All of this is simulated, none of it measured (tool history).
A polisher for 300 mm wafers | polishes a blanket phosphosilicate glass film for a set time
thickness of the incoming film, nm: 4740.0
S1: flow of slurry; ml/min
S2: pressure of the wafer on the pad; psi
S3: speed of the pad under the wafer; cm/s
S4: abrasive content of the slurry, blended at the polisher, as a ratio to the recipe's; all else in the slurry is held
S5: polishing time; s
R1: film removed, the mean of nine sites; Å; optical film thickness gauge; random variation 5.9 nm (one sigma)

{"run": 1, "day": 0.0, "S1": 135, "S2": 3.9, "S3": 106, "S4": 1, "S5": 55, "R1": 5481.5}
{"run": 2, "day": 0.362, "S1": 135, "S2": 3.8, "S3": 106, "S4": 1, "S5": 55, "R1": 5279.3}
{"run": 3, "day": 0.733, "S1": 135, "S2": 3.7, "S3": 106, "S4": 1, "S5": 55, "R1": 5252.9}
{"run": 4, "day": 0.983, "S1": 155, "S2": 3.7, "S3": 106, "S4": 1, "S5": 55, "R1": 5283.3}
{"run": 5, "day": 1.225, "S1": 155, "S2": 3.6, "S3": 106, "S4": 1, "S5": 55, "R1": 5238.9}
{"run": 6, "day": 1.35, "S1": 155, "S2": 3.5, "S3": 106, "S4": 1, "S5": 55, "R1": 5096.9}

Forecast run 7:
{"run": 7, "day": 1.479, "S1": 155, "S2": 3.4, "S3": 106, "S4": 1, "S5": 55, "R1": "?"}

R1: 4905.2 Å
